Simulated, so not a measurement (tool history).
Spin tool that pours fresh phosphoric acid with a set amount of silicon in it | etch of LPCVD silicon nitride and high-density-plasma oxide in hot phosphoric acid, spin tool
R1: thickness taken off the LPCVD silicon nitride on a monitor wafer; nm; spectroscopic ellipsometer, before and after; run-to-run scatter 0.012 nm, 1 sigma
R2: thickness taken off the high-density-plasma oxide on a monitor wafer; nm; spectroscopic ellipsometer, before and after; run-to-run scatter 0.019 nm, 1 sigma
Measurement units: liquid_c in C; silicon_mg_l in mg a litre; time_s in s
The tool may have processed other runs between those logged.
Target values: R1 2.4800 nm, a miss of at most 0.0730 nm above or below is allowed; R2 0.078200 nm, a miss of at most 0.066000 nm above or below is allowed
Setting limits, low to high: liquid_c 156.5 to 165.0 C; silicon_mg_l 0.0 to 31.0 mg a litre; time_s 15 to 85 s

{"run": 1, "hour": 0.0, "liquid_c": 160.0, "silicon_mg_l": 13.5, "time_s": 45, "R1": 4.5995, "R2": 0.127}
{"run": 2, "hour": 5.5, "liquid_c": 158.5, "silicon_mg_l": 13.5, "time_s": 45, "R1": 4.4053, "R2": 0.15122}
{"run": 3, "hour": 13.4, "liquid_c": 158.5, "silicon_mg_l": 16.5, "time_s": 45, "R1": 4.3927, "R2": 0.049226}
{"run": 4, "hour": 18.6, "liquid_c": 158.5, "silicon_mg_l": 20.0, "time_s": 45, "R1": 4.3786, "R2": 0.13344}
{"run": 5, "hour": 20.2, "liquid_c": 157.5, "silicon_mg_l": 20.0, "time_s": 45, "R1": 4.2092, "R2": 0.0631}
{"run": 6, "hour": 24.1, "liquid_c": 158.0, "silicon_mg_l": 19.0, "time_s": 35, "R1": 3.3881, "R2": 0.11472}
{"run": 7, "hour": 27.7, "liquid_c": 158.0, "silicon_mg_l": 19.0, "time_s": 35, "R1": 3.3613, "R2": 0.069946}
{"run": 8, "hour": 31.4, "liquid_c": 158.0, "silicon_mg_l": 18.0, "time_s": 30, "R1": 2.8576, "R2": 0.071076}
{"run": 9, "hour": 34.6, "liquid_c": 158.0, "silicon_mg_l": 17.0, "time_s": 30, "R1": 2.8816, "R2": 0.062406}

Consider the 5 candidate settings below. Which is the only one whose results all fall within their allowed miss of target?
{"run": "A", "hour": 37.8, "liquid_c": 161.0, "silicon_mg_l": 22.5, "time_s": 25, "R1": "?", "R2": "?"}
{"run": "B", "hour": 37.8, "liquid_c": 156.5, "silicon_mg_l": 9.0, "time_s": 30, "R1": "?", "R2": "?"}
{"run": "C", "hour": 37.8, "liquid_c": 160.5, "silicon_mg_l": 22.0, "time_s": 25, "R1": "?", "R2": "?"}
{"run": "D", "hour": 37.8, "liquid_c": 160.5, "silicon_mg_l": 24.0, "time_s": 25, "R1": "?", "R2": "?"}
{"run": "E", "hour": 37.8, "liquid_c": 159.0, "silicon_mg_l": 13.5, "time_s": 25, "R1": "?", "R2": "?"}

move=A R1=2.6564 R2=0.078128
move=B R1=2.7382 R2=0.094887
move=C R1=2.6123 R2=0.076454
move=D R1=2.6123 R2=0.071821
move=E R1=2.4838 R2=0.086022
A: nearer the targets than the last run, but a result is still out of spec
B: nearer the targets than the last run, but a result is still out of spec
C: nearer the targets than the last run, but a result is still out of spec
D: nearer the targets than the last run, but a result is still out of spec
E: every result lands within tolerance
E meets every target.
